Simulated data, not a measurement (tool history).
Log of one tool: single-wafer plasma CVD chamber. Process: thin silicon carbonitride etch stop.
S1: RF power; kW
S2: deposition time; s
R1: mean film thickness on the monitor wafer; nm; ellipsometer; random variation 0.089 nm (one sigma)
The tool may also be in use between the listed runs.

run,hour,S1,S2,R1
1,0.0,0.160,25.6,13.752
2,6.6,0.170,25.9,13.850
3,10.0,0.170,23.6,12.696
4,17.5,0.170,24.8,13.492
5,22.5,0.190,24.8,13.831
6,24.2,0.175,24.8,13.465

Forecast run 7:
7,30.4,0.180,25.4,?

{"run 7": {"R1": 13.842}}
